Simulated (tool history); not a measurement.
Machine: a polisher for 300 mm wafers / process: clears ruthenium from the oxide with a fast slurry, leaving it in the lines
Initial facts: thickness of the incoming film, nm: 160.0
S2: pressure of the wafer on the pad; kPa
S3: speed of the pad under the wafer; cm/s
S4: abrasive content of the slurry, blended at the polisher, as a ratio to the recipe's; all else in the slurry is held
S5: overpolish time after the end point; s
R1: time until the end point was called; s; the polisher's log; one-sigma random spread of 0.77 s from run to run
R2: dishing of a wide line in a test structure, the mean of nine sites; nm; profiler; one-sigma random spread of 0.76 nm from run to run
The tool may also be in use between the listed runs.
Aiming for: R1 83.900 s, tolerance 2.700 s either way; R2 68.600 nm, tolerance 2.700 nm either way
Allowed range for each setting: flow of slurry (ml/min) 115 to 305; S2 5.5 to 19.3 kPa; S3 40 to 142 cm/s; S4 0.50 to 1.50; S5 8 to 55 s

{"run": 1, "hour": 0.0, "flow of slurry (ml/min)": 195, "S2": 12.4, "S3": 90, "S4": 1.0, "S5": 28, "R1": 68.114, "R2": 52.276}
{"run": 2, "hour": 3.9, "flow of slurry (ml/min)": 195, "S2": 9.7, "S3": 90, "S4": 1.0, "S5": 28, "R1": 87.7, "R2": 43.036}
{"run": 3, "hour": 7.8, "flow of slurry (ml/min)": 215, "S2": 9.7, "S3": 90, "S4": 1.0, "S5": 28, "R1": 85.778, "R2": 43.091}
{"run": 4, "hour": 9.7, "flow of slurry (ml/min)": 215, "S2": 9.7, "S3": 90, "S4": 0.9, "S5": 28, "R1": 91.066, "R2": 40.862}
{"run": 5, "hour": 17.5, "flow of slurry (ml/min)": 210, "S2": 9.7, "S3": 90, "S4": 0.9, "S5": 31, "R1": 89.578, "R2": 45.196}
{"run": 6, "hour": 18.6, "flow of slurry (ml/min)": 205, "S2": 9.7, "S3": 90, "S4": 0.9, "S5": 34, "R1": 90.936, "R2": 48.506}
{"run": 7, "hour": 27.3, "flow of slurry (ml/min)": 200, "S2": 9.7, "S3": 90, "S4": 0.9, "S5": 36, "R1": 92.255, "R2": 51.774}
{"run": 8, "hour": 35.2, "flow of slurry (ml/min)": 200, "S2": 9.7, "S3": 90, "S4": 0.9, "S5": 38, "R1": 91.407, "R2": 53.925}
{"run": 9, "hour": 36.2, "flow of slurry (ml/min)": 200, "S2": 11.0, "S3": 90, "S4": 0.9, "S5": 46, "R1": 80.118, "R2": 66.763}

Exercise: of the 4 proposed moves below, exactly one satisfies all targets within the stated allowed misses. Which move is it?
{"run": "A", "hour": 37.2, "flow of slurry (ml/min)": 220, "S2": 11.7, "S3": 86, "S4": 0.75, "S5": 49, "R1": "?", "R2": "?"}
{"run": "B", "hour": 37.2, "flow of slurry (ml/min)": 175, "S2": 10.3, "S3": 86, "S4": 1.05, "S5": 45, "R1": "?", "R2": "?"}
{"run": "C", "hour": 37.2, "flow of slurry (ml/min)": 125, "S2": 12.4, "S3": 92, "S4": 0.8, "S5": 51, "R1": "?", "R2": "?"}
{"run": "D", "hour": 37.2, "flow of slurry (ml/min)": 180, "S2": 11.0, "S3": 88, "S4": 0.9, "S5": 45, "R1": "?", "R2": "?"}

move=A R1=85.818 R2=68.399
move=B R1=85.851 R2=64.179
move=C R1=78.943 R2=74.754
move=D R1=83.875 R2=65.313
A: hits every target within its allowed miss
B: the furthest-off result lands on target, but another misses its tolerance
C: further off than the last run
D: the furthest-off result lands on target, but another misses its tolerance
A meets every target.
